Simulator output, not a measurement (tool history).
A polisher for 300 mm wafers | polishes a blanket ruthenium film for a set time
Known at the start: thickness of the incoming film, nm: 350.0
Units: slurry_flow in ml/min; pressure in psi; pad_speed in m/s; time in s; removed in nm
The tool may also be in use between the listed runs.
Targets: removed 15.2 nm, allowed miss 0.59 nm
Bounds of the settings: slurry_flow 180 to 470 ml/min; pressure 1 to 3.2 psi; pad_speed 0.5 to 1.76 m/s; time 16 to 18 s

{"run": 1, "day": 0.0, "slurry_flow": 300, "pressure": 2.1, "pad_speed": 1.12, "time": 18, "removed": 28.624}
{"run": 2, "day": 0.246, "slurry_flow": 300, "pressure": 2.1, "pad_speed": 1.26, "time": 18, "removed": 31.157}
{"run": 3, "day": 0.571, "slurry_flow": 300, "pressure": 1.9, "pad_speed": 1.22, "time": 18, "removed": 28.906}
{"run": 4, "day": 0.596, "slurry_flow": 300, "pressure": 1.7, "pad_speed": 1.22, "time": 18, "removed": 26.326}
{"run": 5, "day": 0.754, "slurry_flow": 300, "pressure": 1.6, "pad_speed": 1.18, "time": 18, "removed": 24.535}
{"run": 6, "day": 1.046, "slurry_flow": 300, "pressure": 1.5, "pad_speed": 1.14, "time": 18, "removed": 22.807}
{"run": 7, "day": 1.246, "slurry_flow": 300, "pressure": 1, "pad_speed": 0.9, "time": 18, "removed": 13.778}
{"run": 8, "day": 1.588, "slurry_flow": 300, "pressure": 1.1, "pad_speed": 0.9, "time": 18, "removed": 14.558}

Which of these 5 next moves meets every target?
{"run": "A", "day": 1.929, "slurry_flow": 265, "pressure": 1.2, "pad_speed": 1.02, "time": 16, "removed": "?"}
{"run": "B", "day": 1.929, "slurry_flow": 295, "pressure": 1, "pad_speed": 0.92, "time": 18, "removed": "?"}
{"run": "C", "day": 1.929, "slurry_flow": 280, "pressure": 1.7, "pad_speed": 0.7, "time": 16, "removed": "?"}
{"run": "D", "day": 1.929, "slurry_flow": 350, "pressure": 1.2, "pad_speed": 0.84, "time": 16, "removed": "?"}
{"run": "E", "day": 1.929, "slurry_flow": 310, "pressure": 1.5, "pad_speed": 0.74, "time": 16, "removed": "?"}

move=A removed=15.659
move=B removed=14.275
move=C removed=13.962
move=D removed=13.194
move=E removed=13.528
A: meets every target
B: further off than the last run
C: further off than the last run
D: further off than the last run
E: further off than the last run
Move A is the one to make.
